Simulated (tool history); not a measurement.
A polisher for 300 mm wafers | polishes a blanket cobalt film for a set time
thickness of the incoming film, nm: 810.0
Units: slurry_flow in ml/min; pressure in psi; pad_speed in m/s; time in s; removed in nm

run    day  slurry_flow  pressure  pad_speed  time  removed
  1  0.000          165       1.7       1.12    79   405.03
  2  0.079          165       1.7       1.12    83   417.49
  3  0.133          165       1.8       1.12    83   444.77
  4  0.462          170       1.9       1.12    83   469.71
  5  0.758          175       2.0       1.12    83   504.17
  6  1.004          140       2.0       1.12    83   479.67
  7  1.233          155       2.1       1.12    83   514.86

The next listed run, before its measurement:
  8  1.412          165       2.1       1.12    83        ?

removed: 522.84 nm

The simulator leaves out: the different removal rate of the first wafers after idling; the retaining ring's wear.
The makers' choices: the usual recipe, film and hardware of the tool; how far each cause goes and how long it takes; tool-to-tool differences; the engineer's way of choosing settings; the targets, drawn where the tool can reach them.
